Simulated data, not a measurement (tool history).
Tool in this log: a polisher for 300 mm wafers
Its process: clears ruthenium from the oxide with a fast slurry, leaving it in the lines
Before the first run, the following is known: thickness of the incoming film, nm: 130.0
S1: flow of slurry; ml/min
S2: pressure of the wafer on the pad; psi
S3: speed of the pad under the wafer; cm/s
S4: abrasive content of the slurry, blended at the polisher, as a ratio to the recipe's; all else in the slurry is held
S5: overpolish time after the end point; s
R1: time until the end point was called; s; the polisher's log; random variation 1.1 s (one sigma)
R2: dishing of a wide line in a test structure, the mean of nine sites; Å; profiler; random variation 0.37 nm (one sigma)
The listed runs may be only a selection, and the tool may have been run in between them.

run 1 hour=0 | S1=255 S2=2.9 S3=76 S4=1 S5=16 | R1=38.023 R2=333.19
run 2 hour=2.9 | S1=255 S2=2.7 S3=72 S4=1 S5=16 | R1=43.498 R2=312.98
run 3 hour=8.6 | S1=255 S2=2.7 S3=72 S4=1 S5=20 | R1=42.356 R2=352.28
run 4 hour=9.8 | S1=255 S2=3.1 S3=72 S4=1 S5=20 | R1=37.597 R2=380.06
run 5 hour=14.1 | S1=255 S2=2.8 S3=68 S4=1 S5=19 | R1=43.45 R2=327.69
run 6 hour=15 | S1=255 S2=2.6 S3=64 S4=1 S5=19 | R1=48.512 R2=312.28

Run 7 has not been measured yet. What should we expect?
run 7 hour=22.6 | S1=255 S2=2.4 S3=60 S4=1 S5=19 | R1=? R2=?

R1: 58.117 s
R2: 282.51 Å
